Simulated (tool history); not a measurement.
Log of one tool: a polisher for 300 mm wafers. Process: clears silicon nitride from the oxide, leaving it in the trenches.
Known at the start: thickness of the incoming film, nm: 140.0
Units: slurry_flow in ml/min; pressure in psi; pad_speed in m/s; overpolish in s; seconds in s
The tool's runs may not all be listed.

| run | day | slurry_flow | pressure | pad_speed | overpolish | seconds |
|---|---|---|---|---|---|---|
| 1 | 0.000 | 125 | 3.4 | 0.80 | 40 | 168.87 |
| 2 | 0.225 | 125 | 3.4 | 0.68 | 40 | 188.46 |
| 3 | 0.342 | 125 | 3.2 | 0.68 | 40 | 194.89 |
| 4 | 0.521 | 125 | 3.0 | 0.68 | 40 | 207.16 |
| 5 | 0.621 | 125 | 3.0 | 0.82 | 40 | 183.97 |
| 6 | 0.992 | 125 | 3.6 | 0.82 | 40 | 156.30 |
| 7 | 1.042 | 125 | 3.3 | 0.80 | 40 | 175.02 |

Run 8 comes next. What will it give?
| 8 | 1.333 | 120 | 2.3 | 0.76 | 40 | ? |

Run 8 gave seconds 250.65 s.

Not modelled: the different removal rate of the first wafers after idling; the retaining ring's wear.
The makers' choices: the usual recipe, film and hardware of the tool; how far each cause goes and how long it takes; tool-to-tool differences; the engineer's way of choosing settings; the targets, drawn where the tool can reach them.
